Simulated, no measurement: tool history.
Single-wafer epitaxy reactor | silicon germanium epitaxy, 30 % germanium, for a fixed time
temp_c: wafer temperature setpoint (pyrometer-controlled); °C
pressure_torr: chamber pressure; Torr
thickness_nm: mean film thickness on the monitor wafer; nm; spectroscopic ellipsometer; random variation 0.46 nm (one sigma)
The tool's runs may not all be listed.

| run | hour | temp_c | pressure_torr | thickness_nm |
|---|---|---|---|---|
| 1 | 0.0 | 600 | 16.2 | 57.856 |
| 2 | 5.1 | 600 | 15.2 | 56.252 |
| 3 | 7.0 | 605 | 15.2 | 61.699 |
| 4 | 15.5 | 596 | 15.2 | 53.311 |
| 5 | 21.5 | 601 | 15.2 | 57.344 |
| 6 | 24.6 | 608 | 15.2 | 64.150 |
| 7 | 33.4 | 610 | 15.2 | 65.828 |
| 8 | 35.0 | 612 | 15.2 | 69.041 |
| 9 | 36.9 | 613 | 15.2 | 70.098 |
| 10 | 37.4 | 614 | 15.2 | 71.611 |
| 11 | 40.3 | 615 | 15.2 | 72.132 |
| 12 | 49.2 | 616 | 15.2 | 73.092 |
| 13 | 57.7 | 617 | 15.2 | 74.635 |

Forecast run 14:
| 14 | 59.7 | 618 | 15.2 | ? |

{"run 14": {"thickness_nm": 76.209}}
